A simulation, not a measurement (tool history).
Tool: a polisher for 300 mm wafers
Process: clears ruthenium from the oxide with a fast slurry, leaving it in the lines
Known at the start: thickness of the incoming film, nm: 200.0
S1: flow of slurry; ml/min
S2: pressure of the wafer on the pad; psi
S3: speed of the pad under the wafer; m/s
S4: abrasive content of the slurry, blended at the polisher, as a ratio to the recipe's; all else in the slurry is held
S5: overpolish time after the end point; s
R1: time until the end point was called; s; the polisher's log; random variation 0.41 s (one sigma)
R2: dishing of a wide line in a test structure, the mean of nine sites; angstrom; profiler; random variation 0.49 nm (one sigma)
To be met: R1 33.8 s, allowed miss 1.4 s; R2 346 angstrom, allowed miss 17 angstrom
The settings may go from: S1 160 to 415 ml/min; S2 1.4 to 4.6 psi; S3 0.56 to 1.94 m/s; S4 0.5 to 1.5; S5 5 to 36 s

| run | hour | S1 | S2 | S3 | S4 | S5 | R1 | R2 |
|---|---|---|---|---|---|---|---|---|
| 1 | 0 | 265 | 3 | 1.24 | 1 | 18 | 45.08 | 712.25 |
| 2 | 1.9 | 265 | 3 | 1.24 | 1.1 | 18 | 43.885 | 746.61 |
| 3 | 3.8 | 265 | 3.1 | 1.24 | 1 | 16 | 43.353 | 658.79 |
| 4 | 8.5 | 265 | 3.1 | 1.02 | 1 | 16 | 53.474 | 554.67 |
| 5 | 14.8 | 265 | 3.1 | 1.18 | 1 | 16 | 46.067 | 647.81 |
| 6 | 15.8 | 265 | 3.1 | 1.18 | 1.2 | 16 | 42.68 | 701.05 |
| 7 | 20.5 | 265 | 3.1 | 1.18 | 1.2 | 16 | 41.726 | 680.21 |
| 8 | 23.5 | 270 | 3.2 | 1.14 | 1.25 | 14 | 42.284 | 635.51 |
| 9 | 24.3 | 255 | 3.3 | 1.16 | 1.15 | 13 | 41.888 | 574.78 |
| 10 | 28.6 | 240 | 3.5 | 1.16 | 1.1 | 12 | 40.53 | 550.54 |
| 11 | 29.9 | 165 | 4.3 | 1.28 | 0.85 | 5 | 36.877 | 264.35 |
| 12 | 36.4 | 175 | 4.3 | 1.28 | 0.85 | 5 | 36.511 | 268.42 |
| 13 | 39.2 | 185 | 4.3 | 1.28 | 0.85 | 5 | 36.745 | 268.93 |
| 14 | 41.7 | 195 | 4.3 | 1.28 | 0.85 | 5 | 36.472 | 277.41 |
| 15 | 44.5 | 205 | 4.3 | 1.28 | 0.85 | 5 | 36.418 | 272.28 |
| 16 | 47.4 | 205 | 4.3 | 1.3 | 0.85 | 5 | 35.103 | 280.2 |
| 17 | 50.2 | 210 | 4.3 | 1.3 | 0.85 | 5 | 35.878 | 272.92 |
| 18 | 57 | 210 | 4.3 | 1.32 | 0.85 | 5 | 34.477 | 271.07 |

Which of these 5 next moves meets every target?
| A | 63.8 | 265 | 4.1 | 1.7 | 0.6 | 5 | ? | ? |
| B | 63.8 | 210 | 4.6 | 1.38 | 0.8 | 5 | ? | ? |
| C | 63.8 | 210 | 3.9 | 1.42 | 0.95 | 7 | ? | ? |
| D | 63.8 | 180 | 3.4 | 1.86 | 0.75 | 7 | ? | ? |
| E | 63.8 | 215 | 3.7 | 1.58 | 0.85 | 6 | ? | ? |

| move | R1 | R2 |
|---|---|---|
| A | 34.892 | 287.14 |
| B | 32.939 | 303.28 |
| C | 33.533 | 409.11 |
| D | 33.319 | 411.55 |
| E | 33.428 | 355.27 |
A: nearer than the last run, and not there yet
B: nearer than the last run, and not there yet
C: takes the result that was furthest off past its target
D: takes the result that was furthest off past its target
E: meets every target
Move E is the one to make.
